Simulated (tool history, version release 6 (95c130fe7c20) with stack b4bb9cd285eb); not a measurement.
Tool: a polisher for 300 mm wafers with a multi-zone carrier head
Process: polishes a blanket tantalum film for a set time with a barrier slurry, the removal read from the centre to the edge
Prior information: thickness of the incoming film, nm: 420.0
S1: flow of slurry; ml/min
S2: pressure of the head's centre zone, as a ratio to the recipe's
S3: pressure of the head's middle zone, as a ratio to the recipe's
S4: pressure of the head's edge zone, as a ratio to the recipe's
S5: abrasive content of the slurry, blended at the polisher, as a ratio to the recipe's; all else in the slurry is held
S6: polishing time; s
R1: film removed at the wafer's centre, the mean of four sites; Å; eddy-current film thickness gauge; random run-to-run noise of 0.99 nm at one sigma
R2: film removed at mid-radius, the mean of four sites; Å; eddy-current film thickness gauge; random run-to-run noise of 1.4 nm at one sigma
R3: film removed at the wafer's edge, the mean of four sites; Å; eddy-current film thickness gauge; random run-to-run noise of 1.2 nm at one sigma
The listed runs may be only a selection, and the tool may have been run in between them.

{"run": 1, "day": 0.0, "S1": 180, "S2": 1.0, "S3": 1.0, "S4": 1.0, "S5": 1.0, "S6": 47, "R1": 707.63, "R2": 751.07, "R3": 718.13}
{"run": 2, "day": 0.117, "S1": 180, "S2": 0.99, "S3": 1.0, "S4": 1.03, "S5": 1.1, "S6": 49, "R1": 757.96, "R2": 783.4, "R3": 792.59}
{"run": 3, "day": 0.221, "S1": 180, "S2": 0.99, "S3": 1.05, "S4": 1.03, "S5": 1.1, "S6": 49, "R1": 770.74, "R2": 812.81, "R3": 776.47}
{"run": 4, "day": 0.4, "S1": 185, "S2": 0.97, "S3": 1.06, "S4": 1.05, "S5": 1.2, "S6": 50, "R1": 785.32, "R2": 872.89, "R3": 821.32}
{"run": 5, "day": 0.462, "S1": 190, "S2": 0.97, "S3": 1.05, "S4": 1.08, "S5": 1.25, "S6": 51, "R1": 824.29, "R2": 905.52, "R3": 887.45}
{"run": 6, "day": 0.721, "S1": 190, "S2": 0.97, "S3": 1.05, "S4": 1.08, "S5": 1.15, "S6": 51, "R1": 787.09, "R2": 879.16, "R3": 873.79}
{"run": 7, "day": 0.838, "S1": 200, "S2": 0.98, "S3": 1.05, "S4": 1.1, "S5": 1.2, "S6": 51, "R1": 828.7, "R2": 903.12, "R3": 881.79}

Forecast run 8:
{"run": 8, "day": 0.888, "S1": 205, "S2": 0.97, "S3": 1.04, "S4": 1.12, "S5": 1.25, "S6": 51, "R1": "?", "R2": "?", "R3": "?"}

{"run 8": {"R1": 800.67, "R2": 894.43, "R3": 913.85}}
